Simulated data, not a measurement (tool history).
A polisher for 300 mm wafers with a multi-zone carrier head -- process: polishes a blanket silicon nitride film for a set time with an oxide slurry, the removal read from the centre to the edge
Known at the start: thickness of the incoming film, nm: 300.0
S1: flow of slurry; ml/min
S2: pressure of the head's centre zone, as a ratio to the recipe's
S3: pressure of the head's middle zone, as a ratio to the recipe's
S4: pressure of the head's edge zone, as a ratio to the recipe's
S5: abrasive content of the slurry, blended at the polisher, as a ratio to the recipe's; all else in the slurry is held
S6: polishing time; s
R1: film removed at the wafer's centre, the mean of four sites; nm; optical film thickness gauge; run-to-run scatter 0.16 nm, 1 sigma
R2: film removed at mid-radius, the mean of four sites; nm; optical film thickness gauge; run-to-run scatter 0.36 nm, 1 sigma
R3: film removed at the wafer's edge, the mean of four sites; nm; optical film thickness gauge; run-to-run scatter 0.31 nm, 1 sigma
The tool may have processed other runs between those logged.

run	hour	S1	S2	S3	S4	S5	S6	R1	R2	R3
1	0	255	1	1	1	1	89	69.089	65.569	68.855
2	2.1	315	1	1	1	1	89	71.307	67.379	69.028
3	5.9	285	0.94	0.99	0.94	0.85	74	51.37	49.837	52.77
4	12.4	285	0.94	0.99	0.89	0.85	74	50.857	51.515	50.813
5	15.1	275	0.91	1	0.86	0.75	63	39.578	40.345	38.945
6	22.4	275	0.91	1	0.86	0.75	71	45.255	44.874	44.468
7	30.9	275	0.91	1	0.86	0.75	71	44.744	46.518	45.289
8	33.3	255	0.88	1	0.85	0.65	64	36.114	37.54	36.852

Expected results for the next run?
# hour 34.7: edge zone pressure recalibrated
9	34.7	185	0.81	1.06	0.88	0.5	55	?	?	?

{"run 9": {"R1": 23.773, "R2": 28.454, "R3": 26.1}}
